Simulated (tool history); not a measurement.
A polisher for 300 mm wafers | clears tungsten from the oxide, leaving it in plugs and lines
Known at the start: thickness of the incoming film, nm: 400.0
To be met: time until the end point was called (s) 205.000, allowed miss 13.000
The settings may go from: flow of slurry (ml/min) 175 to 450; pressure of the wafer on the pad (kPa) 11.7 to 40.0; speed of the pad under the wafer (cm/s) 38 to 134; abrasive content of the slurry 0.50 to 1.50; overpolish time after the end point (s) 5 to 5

run	day	flow of slurry (ml/min)	pressure of the wafer on the pad (kPa)	speed of the pad under the wafer (cm/s)	abrasive content of the slurry	overpolish time after the end point (s)	time until the end point was called (s)
1	0.000	290	25.5	86	1.00	5	92.497
2	0.271	240	25.5	86	1.00	5	92.385
3	0.471	240	23.4	82	1.00	5	108.590
4	0.846	240	17.9	82	1.00	5	132.480
5	1.133	240	17.9	82	1.00	5	132.800
6	1.488	240	17.9	82	1.00	5	134.240
7	1.583	240	16.5	80	1.00	5	146.280
8	1.896	235	11.7	66	0.95	5	242.550
9	2.021	235	12.4	66	0.95	5	233.280
10	2.175	235	13.1	66	0.95	5	222.310

4 next moves are on the table. One of them brings every result within its allowed miss. Which?
A	2.329	175	13.8	66	0.85	5	?
B	2.329	215	11.7	62	1.10	5	?
C	2.329	305	14.5	72	0.65	5	?
D	2.329	270	13.8	78	1.00	5	?

move	time until the end point was called (s)
A	225.270
B	242.520
C	203.580
D	170.430
A: further off than the last run
B: further off than the last run
C: meets every target
D: takes the result that was furthest off past its target
Move C is the one to make.
